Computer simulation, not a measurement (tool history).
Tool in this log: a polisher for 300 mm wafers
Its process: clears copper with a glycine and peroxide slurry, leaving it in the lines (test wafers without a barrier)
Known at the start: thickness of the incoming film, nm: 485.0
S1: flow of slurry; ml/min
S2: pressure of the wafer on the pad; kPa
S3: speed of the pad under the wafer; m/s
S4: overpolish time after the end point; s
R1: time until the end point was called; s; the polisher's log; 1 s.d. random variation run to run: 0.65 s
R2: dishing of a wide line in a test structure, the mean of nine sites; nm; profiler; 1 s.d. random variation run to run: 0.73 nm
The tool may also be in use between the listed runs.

Run 1, hour 0.0: S1 120 ml/min, S2 20.7 kPa, S3 1.00 m/s, S4 14 s. Result: R1 91.678 s, R2 52.163 nm.
Run 2, hour 7.7: S1 130 ml/min, S2 21.4 kPa, S3 1.00 m/s, S4 12 s. Result: R1 87.302 s, R2 45.579 nm.
Run 3, hour 13.6: S1 135 ml/min, S2 21.4 kPa, S3 1.00 m/s, S4 11 s. Result: R1 87.624 s, R2 43.462 nm.
Run 4, hour 16.1: S1 135 ml/min, S2 18.6 kPa, S3 1.00 m/s, S4 11 s. Result: R1 98.889 s, R2 39.766 nm.
Run 5, hour 23.0: S1 135 ml/min, S2 18.6 kPa, S3 0.88 m/s, S4 11 s. Result: R1 107.180 s, R2 36.895 nm.
Run 6, hour 26.2: S1 140 ml/min, S2 20.0 kPa, S3 0.88 m/s, S4 10 s. Result: R1 101.640 s, R2 35.357 nm.
Run 7, hour 33.2: S1 140 ml/min, S2 20.0 kPa, S3 0.88 m/s, S4 10 s. Result: R1 102.040 s, R2 35.536 nm.

What does the tool deliver on the next run?
Run 8, hour 37.7: S1 145 ml/min, S2 21.4 kPa, S3 0.88 m/s, S4 9 s. Result: R1 ?, R2 ?.

R1: 96.082 s
R2: 33.878 nm
